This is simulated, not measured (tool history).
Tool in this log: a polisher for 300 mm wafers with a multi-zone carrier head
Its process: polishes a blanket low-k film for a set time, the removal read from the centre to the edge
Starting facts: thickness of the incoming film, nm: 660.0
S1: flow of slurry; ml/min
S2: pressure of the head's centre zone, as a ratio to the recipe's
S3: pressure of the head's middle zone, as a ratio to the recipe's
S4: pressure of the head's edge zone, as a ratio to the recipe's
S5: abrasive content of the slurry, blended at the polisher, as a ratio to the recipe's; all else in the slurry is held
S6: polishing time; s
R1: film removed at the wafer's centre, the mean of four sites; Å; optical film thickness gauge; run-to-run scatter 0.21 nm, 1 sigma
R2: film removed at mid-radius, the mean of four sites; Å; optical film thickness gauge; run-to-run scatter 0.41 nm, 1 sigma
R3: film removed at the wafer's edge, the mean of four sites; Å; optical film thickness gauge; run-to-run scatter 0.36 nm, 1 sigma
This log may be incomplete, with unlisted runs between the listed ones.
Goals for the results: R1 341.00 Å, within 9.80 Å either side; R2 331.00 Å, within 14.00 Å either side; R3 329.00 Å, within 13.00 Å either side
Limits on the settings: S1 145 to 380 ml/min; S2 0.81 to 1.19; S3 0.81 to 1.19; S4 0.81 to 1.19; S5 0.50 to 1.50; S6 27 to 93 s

run  hour   S1    S2    S3    S4    S5  S6      R1      R2      R3
  1   0.0  245  1.00  1.00  1.00  1.00  59  228.69  230.68  229.67
  2   5.9  245  1.00  1.06  1.00  1.00  59  231.21  244.35  232.63
  3  14.7  245  0.96  1.06  1.00  1.00  59  222.95  240.69  230.84
  4  22.4  245  0.96  1.06  1.00  0.80  59  206.18  233.05  215.44
  5  30.7  300  0.96  1.06  1.00  0.80  59  213.48  235.80  225.32
  6  38.8  300  0.96  1.06  1.00  0.95  59  221.62  247.52  232.85
  7  42.1  305  0.98  1.07  1.02  1.00  59  231.67  250.33  232.23
  8  47.9  305  0.98  1.06  1.02  1.05  61  240.41  255.30  251.99
     55.4  -- worn pad replaced by a new one
  9  55.4  305  0.99  1.07  1.02  1.10  62  272.62  293.79  271.35
 10  58.3  305  1.00  1.07  1.03  1.15  62  278.18  295.92  275.52
 11  63.2  305  1.01  1.07  1.04  1.15  62  279.16  296.57  277.39
 12  67.4  305  1.02  1.07  1.05  1.15  62  283.73  297.47  277.62
 13  68.2  305  1.02  1.07  1.06  1.15  62  283.81  293.95  282.66

Of the 5 settings listed for the next run, only one would bring every result within its allowed miss of target. Which one?
  A  69.0  270  0.92  1.14  1.10  1.05  68   ?   ?   ?
  B  69.0  275  0.87  1.15  1.07  1.10  67   ?   ?   ?
  C  69.0  305  1.07  1.04  1.05  1.15  71   ?   ?   ?
  D  69.0  275  1.17  0.90  1.11  1.35  70   ?   ?   ?
  E  69.0  255  1.18  0.88  1.12  1.05  71   ?   ?   ?

move      R1      R2      R3
   A  269.12  331.05  304.21
   B  255.52  333.70  300.02
   C  336.89  331.88  322.21
   D  372.86  299.36  338.79
   E  352.09  275.51  319.86
A: misses by more than the last run did
B: misses by more than the last run did
C: all results in spec
D: takes the result that was furthest off past its target
E: takes the result that was furthest off past its target
Answer: C
